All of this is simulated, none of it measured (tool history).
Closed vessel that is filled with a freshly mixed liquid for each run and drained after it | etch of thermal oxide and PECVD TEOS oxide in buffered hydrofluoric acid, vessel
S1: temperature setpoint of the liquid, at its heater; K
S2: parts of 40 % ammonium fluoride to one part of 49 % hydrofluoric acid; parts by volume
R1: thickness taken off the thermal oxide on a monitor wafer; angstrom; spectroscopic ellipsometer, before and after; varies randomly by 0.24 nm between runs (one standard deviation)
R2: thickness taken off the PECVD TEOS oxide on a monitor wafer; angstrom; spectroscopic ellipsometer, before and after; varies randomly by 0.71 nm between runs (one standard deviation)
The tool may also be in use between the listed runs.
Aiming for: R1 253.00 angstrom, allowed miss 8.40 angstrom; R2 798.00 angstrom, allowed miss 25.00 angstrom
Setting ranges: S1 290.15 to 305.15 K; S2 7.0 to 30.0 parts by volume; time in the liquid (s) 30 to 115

{"run": 1, "hour": 0.0, "S1": 298.15, "S2": 20.0, "time in the liquid (s)": 60, "R1": 347.51, "R2": 1102.0}
{"run": 2, "hour": 4.4, "S1": 299.65, "S2": 20.0, "time in the liquid (s)": 60, "R1": 375.71, "R2": 1187.2}
{"run": 3, "hour": 10.8, "S1": 298.15, "S2": 20.0, "time in the liquid (s)": 60, "R1": 344.04, "R2": 1072.6}
{"run": 4, "hour": 12.9, "S1": 299.65, "S2": 20.0, "time in the liquid (s)": 60, "R1": 380.51, "R2": 1183.6}
{"run": 5, "hour": 14.1, "S1": 299.15, "S2": 20.0, "time in the liquid (s)": 60, "R1": 365.96, "R2": 1148.9}
{"run": 6, "hour": 21.8, "S1": 297.15, "S2": 20.0, "time in the liquid (s)": 60, "R1": 335.15, "R2": 1027.9}
{"run": 7, "hour": 27.3, "S1": 297.15, "S2": 20.5, "time in the liquid (s)": 60, "R1": 330.06, "R2": 1023.9}
{"run": 8, "hour": 30.9, "S1": 296.65, "S2": 20.5, "time in the liquid (s)": 60, "R1": 313.34, "R2": 979.82}
{"run": 9, "hour": 31.8, "S1": 296.15, "S2": 20.5, "time in the liquid (s)": 60, "R1": 301.45, "R2": 968.28}
{"run": 10, "hour": 37.0, "S1": 295.15, "S2": 21.0, "time in the liquid (s)": 60, "R1": 286.45, "R2": 891.77}
{"run": 11, "hour": 40.0, "S1": 294.15, "S2": 21.0, "time in the liquid (s)": 60, "R1": 268.26, "R2": 836.75}

5 next moves are on the table. One of them brings every result within its allowed miss. Which?
{"run": "A", "hour": 43.0, "S1": 305.15, "S2": 23.0, "time in the liquid (s)": 35, "R1": "?", "R2": "?"}
{"run": "B", "hour": 43.0, "S1": 291.65, "S2": 20.5, "time in the liquid (s)": 75, "R1": "?", "R2": "?"}
{"run": "C", "hour": 43.0, "S1": 293.15, "S2": 21.0, "time in the liquid (s)": 65, "R1": "?", "R2": "?"}
{"run": "D", "hour": 43.0, "S1": 303.65, "S2": 29.0, "time in the liquid (s)": 45, "R1": "?", "R2": "?"}
{"run": "E", "hour": 43.0, "S1": 296.15, "S2": 30.0, "time in the liquid (s)": 65, "R1": "?", "R2": "?"}

move=A R1=265.24 R2=848.80
move=B R1=295.06 R2=944.24
move=C R1=273.73 R2=875.97
move=D R1=269.14 R2=861.28
move=E R1=252.98 R2=809.56
A: misses by more than the last run did
B: misses by more than the last run did
C: misses by more than the last run did
D: misses by more than the last run did
E: every result lands within tolerance
Answer: E

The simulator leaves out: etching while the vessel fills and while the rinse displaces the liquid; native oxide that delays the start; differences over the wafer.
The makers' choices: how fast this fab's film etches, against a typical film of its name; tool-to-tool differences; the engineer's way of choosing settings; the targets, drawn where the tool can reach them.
